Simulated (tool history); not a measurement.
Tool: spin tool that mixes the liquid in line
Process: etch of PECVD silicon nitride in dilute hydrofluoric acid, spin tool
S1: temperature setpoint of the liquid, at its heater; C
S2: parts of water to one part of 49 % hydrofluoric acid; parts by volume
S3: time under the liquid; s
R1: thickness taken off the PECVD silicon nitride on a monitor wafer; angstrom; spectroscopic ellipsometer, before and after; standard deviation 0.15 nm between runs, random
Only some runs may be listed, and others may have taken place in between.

Run 1, hour 0.0: S1 25.0 C, S2 75 parts by volume, S3 260 s. Result: R1 195.52 angstrom.
Run 2, hour 4.8: S1 26.5 C, S2 75 parts by volume, S3 260 s. Result: R1 219.60 angstrom.
Run 3, hour 8.7: S1 26.5 C, S2 75 parts by volume, S3 285 s. Result: R1 237.54 angstrom.
Run 4, hour 16.6: S1 26.5 C, S2 75 parts by volume, S3 285 s. Result: R1 239.18 angstrom.
Run 5, hour 21.1: S1 25.0 C, S2 75 parts by volume, S3 285 s. Result: R1 217.49 angstrom.
Run 6, hour 26.7: S1 24.0 C, S2 75 parts by volume, S3 285 s. Result: R1 202.37 angstrom.
Run 7, hour 29.0: S1 23.0 C, S2 75 parts by volume, S3 285 s. Result: R1 190.41 angstrom.

Run 8, settings as shown, results not yet in. Your forecast:
Run 8, hour 37.2: S1 22.5 C, S2 75 parts by volume, S3 285 s. Result: R1 ?.

R1: 184.06 angstrom
